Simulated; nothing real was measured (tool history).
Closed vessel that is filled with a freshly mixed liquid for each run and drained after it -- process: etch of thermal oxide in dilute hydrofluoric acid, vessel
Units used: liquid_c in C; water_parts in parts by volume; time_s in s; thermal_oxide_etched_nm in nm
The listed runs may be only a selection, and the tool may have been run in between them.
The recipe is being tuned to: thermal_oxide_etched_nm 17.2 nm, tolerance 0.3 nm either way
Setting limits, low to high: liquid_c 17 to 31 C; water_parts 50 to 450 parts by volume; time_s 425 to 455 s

run  hour  liquid_c  water_parts  time_s  thermal_oxide_etched_nm
  1     0        23          250     425                   7.6281
  2   3.4        23          250     425                   7.5835
  3   8.8      24.5          230     425                   8.9051
  4  17.6        26          215     425                   10.192
  5  21.7      28.5          215     425                   11.077
  6  23.7        29          200     425                   12.444
  7  27.1        31          145     425                   19.654
  8  31.2      30.5          145     425                   19.505
  9  36.7      30.5          145     425                   19.338
 10  42.8        30          145     425                   18.877
 11  48.1      29.5          145     425                   18.559
 12  56.1      29.5          145     425                    18.74
 13  64.1        29          145     425                   18.262
 14  65.4      28.5          145     425                   18.062
 15  70.8        28          145     425                   17.642
 16  77.7        28          145     425                   17.797

Which single option among these 5 for the next run brings every result within its allowed miss of target? Just one does.
  A  84.6        27          145     445                        ?
  B  84.6      28.5          155     455                        ?
  C  84.6      27.5          155     455                        ?
  D  84.6      28.5          145     425                        ?
  E  84.6      27.5          145     445                        ?

move  thermal_oxide_etched_nm
   A                   17.819
   B                   17.788
   C                   17.149
   D                   17.987
   E                   18.153
A: neither nearer nor further off than the last run
B: neither nearer nor further off than the last run
C: hits every target within its allowed miss
D: further off than the last run
E: further off than the last run
The right move is C.

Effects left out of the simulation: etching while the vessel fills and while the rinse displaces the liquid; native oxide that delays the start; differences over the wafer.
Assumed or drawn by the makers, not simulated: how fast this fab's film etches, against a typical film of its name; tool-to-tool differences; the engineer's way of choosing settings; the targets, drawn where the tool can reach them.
